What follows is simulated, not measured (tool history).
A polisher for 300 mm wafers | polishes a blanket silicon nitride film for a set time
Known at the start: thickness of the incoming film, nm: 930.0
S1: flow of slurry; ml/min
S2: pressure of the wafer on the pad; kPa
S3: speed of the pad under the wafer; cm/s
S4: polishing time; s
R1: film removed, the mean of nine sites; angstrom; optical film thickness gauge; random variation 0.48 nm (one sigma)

run 1 day=0 | S1=290 S2=15.9 S3=92 S4=57 | R1=474.29
run 2 day=0.35 | S1=290 S2=15.9 S3=104 S4=57 | R1=524.61
run 3 day=0.375 | S1=290 S2=16.5 S3=104 S4=57 | R1=545.07
run 4 day=0.579 | S1=290 S2=13.1 S3=104 S4=57 | R1=440.22
run 5 day=0.617 | S1=220 S2=13.1 S3=104 S4=57 | R1=424.68
run 6 day=0.683 | S1=230 S2=13.8 S3=104 S4=57 | R1=452.48
run 7 day=0.762 | S1=230 S2=14.5 S3=104 S4=57 | R1=473.57
run 8 day=1.004 | S1=230 S2=15.2 S3=104 S4=57 | R1=498.2
run 9 day=1.296 | S1=230 S2=15.9 S3=104 S4=57 | R1=515.06
run 10 day=1.571 | S1=230 S2=16.5 S3=104 S4=57 | R1=528.88
run 11 day=1.85 | S1=240 S2=17.2 S3=104 S4=57 | R1=557.08
run 12 day=2.125 | S1=240 S2=17.2 S3=104 S4=57 | R1=563.16
run 13 day=2.462 | S1=240 S2=17.9 S3=104 S4=57 | R1=577.42

The next listed run, before its measurement:
run 14 day=2.671 | S1=245 S2=17.9 S3=104 S4=57 | R1=?

R1: 580.08 angstrom

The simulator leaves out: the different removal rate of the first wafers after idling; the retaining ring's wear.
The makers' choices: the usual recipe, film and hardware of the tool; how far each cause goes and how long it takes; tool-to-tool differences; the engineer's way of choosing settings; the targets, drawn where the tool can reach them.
